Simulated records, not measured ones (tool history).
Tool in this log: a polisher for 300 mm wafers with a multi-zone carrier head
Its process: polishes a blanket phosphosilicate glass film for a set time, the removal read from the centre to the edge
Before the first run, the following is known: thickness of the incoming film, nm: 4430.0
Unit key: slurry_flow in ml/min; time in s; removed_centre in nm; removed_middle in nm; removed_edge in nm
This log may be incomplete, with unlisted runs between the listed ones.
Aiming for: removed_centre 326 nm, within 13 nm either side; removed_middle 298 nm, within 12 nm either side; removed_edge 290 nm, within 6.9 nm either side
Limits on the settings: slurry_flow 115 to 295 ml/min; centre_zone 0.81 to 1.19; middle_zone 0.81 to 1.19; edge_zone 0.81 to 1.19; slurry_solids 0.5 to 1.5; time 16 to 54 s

| run | hour | slurry_flow | centre_zone | middle_zone | edge_zone | slurry_solids | time | removed_centre | removed_middle | removed_edge |
|---|---|---|---|---|---|---|---|---|---|---|
| 1 | 0 | 190 | 1 | 1 | 1 | 1 | 35 | 230.01 | 230.56 | 250.4 |
| 2 | 1.4 | 190 | 1 | 0.92 | 1 | 1 | 35 | 231.28 | 217.73 | 249.85 |
| 3 | 9.4 | 190 | 1 | 0.92 | 1 | 1 | 38 | 252 | 240.63 | 271.29 |
| 4 | 17.8 | 200 | 1.02 | 0.94 | 1 | 1 | 38 | 255.06 | 243.85 | 272.46 |
| 5 | 23.3 | 200 | 1.02 | 0.94 | 1 | 1 | 32 | 215.29 | 210.86 | 228.19 |
|  | 27.2 | edge zone pressure recalibrated |
| 6 | 27.2 | 205 | 1.04 | 0.94 | 1 | 1.05 | 32 | 227.86 | 215.23 | 226.35 |
| 7 | 32.8 | 205 | 1.05 | 0.95 | 1.01 | 1.1 | 32 | 242.74 | 216.27 | 232.87 |
| 8 | 34.1 | 215 | 1.05 | 0.97 | 1.01 | 1.15 | 32 | 245.28 | 229.43 | 238.21 |
| 9 | 42.9 | 220 | 1.06 | 0.98 | 1.02 | 1.2 | 32 | 248.27 | 238.32 | 242.04 |
| 10 | 45.6 | 220 | 1.07 | 0.98 | 1.03 | 1.25 | 32 | 256.86 | 235.65 | 250.11 |
| 11 | 51.7 | 225 | 1.08 | 1 | 1.04 | 1.3 | 32 | 271.29 | 245.68 | 257.96 |
| 12 | 57.2 | 230 | 1.09 | 1.02 | 1.05 | 1.3 | 32 | 270.35 | 255.72 | 262.36 |
| 13 | 61.1 | 270 | 1.19 | 1.06 | 1.04 | 1.5 | 32 | 320.86 | 284.91 | 276.03 |

Consider the 4 candidate settings below. Which is the only one whose results all fall within their allowed miss of target?
| A | 65 | 270 | 1.19 | 1.09 | 1.03 | 1.5 | 32 | ? | ? | ? |
| B | 65 | 250 | 1.15 | 1.19 | 0.87 | 1.35 | 36 | ? | ? | ? |
| C | 65 | 245 | 1.15 | 1.05 | 1.03 | 1.5 | 34 | ? | ? | ? |
| D | 65 | 225 | 1.09 | 0.94 | 1.19 | 1.25 | 36 | ? | ? | ? |

| move | removed_centre | removed_middle | removed_edge |
|---|---|---|---|
| A | 320.91 | 291.5 | 276.71 |
| B | 331.23 | 336.07 | 273.27 |
| C | 325.63 | 297.03 | 291.92 |
| D | 298.69 | 262.45 | 305.85 |
A: roughly where the last run was
B: misses by more than the last run did
C: meets every target
D: takes the biggest miss from the last run beyond its target
Correct choice: C, which meets every target
